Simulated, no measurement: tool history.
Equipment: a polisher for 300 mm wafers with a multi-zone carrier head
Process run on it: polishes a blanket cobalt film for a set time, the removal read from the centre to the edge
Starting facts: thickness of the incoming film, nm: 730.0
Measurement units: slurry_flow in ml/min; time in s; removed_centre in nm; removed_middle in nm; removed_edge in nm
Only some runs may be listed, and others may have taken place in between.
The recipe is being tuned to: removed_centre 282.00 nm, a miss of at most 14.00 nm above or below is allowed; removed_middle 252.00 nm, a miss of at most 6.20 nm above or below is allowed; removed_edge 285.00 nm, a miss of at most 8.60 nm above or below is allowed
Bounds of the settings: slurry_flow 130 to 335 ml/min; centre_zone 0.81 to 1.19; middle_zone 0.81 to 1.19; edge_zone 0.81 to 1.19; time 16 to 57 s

run  hour  slurry_flow  centre_zone  middle_zone  edge_zone  time  removed_centre  removed_middle  removed_edge
  1   0.0          215         1.00         1.00       1.00    36          218.00          221.49        214.77
  2   3.5          215         0.93         1.00       1.00    36          199.68          221.91        215.54
  3   7.2          215         0.93         1.00       0.94    36          205.28          221.08        211.63
  4  12.6          215         0.93         1.00       0.97    36          203.02          221.59        213.03
  5  20.5          215         0.93         1.06       0.97    36          207.83          233.28        216.26
  6  27.5          250         0.93         1.06       0.97    36          204.34          235.69        219.62
  7  34.1          255         0.95         1.04       0.99    37          222.01          237.76        226.42
  8  39.4          260         0.95         1.02       1.01    38          221.51          243.95        235.42
  9  45.3          265         0.97         1.00       1.03    39          231.71          244.86        242.08
 10  45.9          270         0.98         0.99       1.05    39          234.07          246.08        244.48
 11  46.4          275         0.99         0.97       1.06    39          247.61          239.51        247.62
 12  47.3          300         1.00         0.96       1.16    42          266.99          254.24        276.14

Exercise: of the 5 proposed moves below, exactly one satisfies all targets within the stated allowed misses. Which move is it?
  A  48.2          250         1.14         0.87       1.08    45               ?               ?             ?
  B  48.2          310         0.98         0.92       1.19    39               ?               ?             ?
  C  48.2          210         1.00         0.99       1.17    42               ?               ?             ?
  D  48.2          310         1.05         0.91       1.19    43               ?               ?             ?
  E  48.2          285         0.92         0.98       1.17    41               ?               ?             ?

move  removed_centre  removed_middle  removed_edge
   A          312.07          253.09        282.01
   B          238.34          235.30        259.17
   C          249.06          257.29        267.28
   D          281.68          256.99        285.79
   E          233.02          258.70        268.48
A: the result that was furthest off in the last run now lies on the other side of its target
B: the biggest miss grows against the last run
C: the biggest miss grows against the last run
D: meets every target
E: the biggest miss grows against the last run
D meets every target.
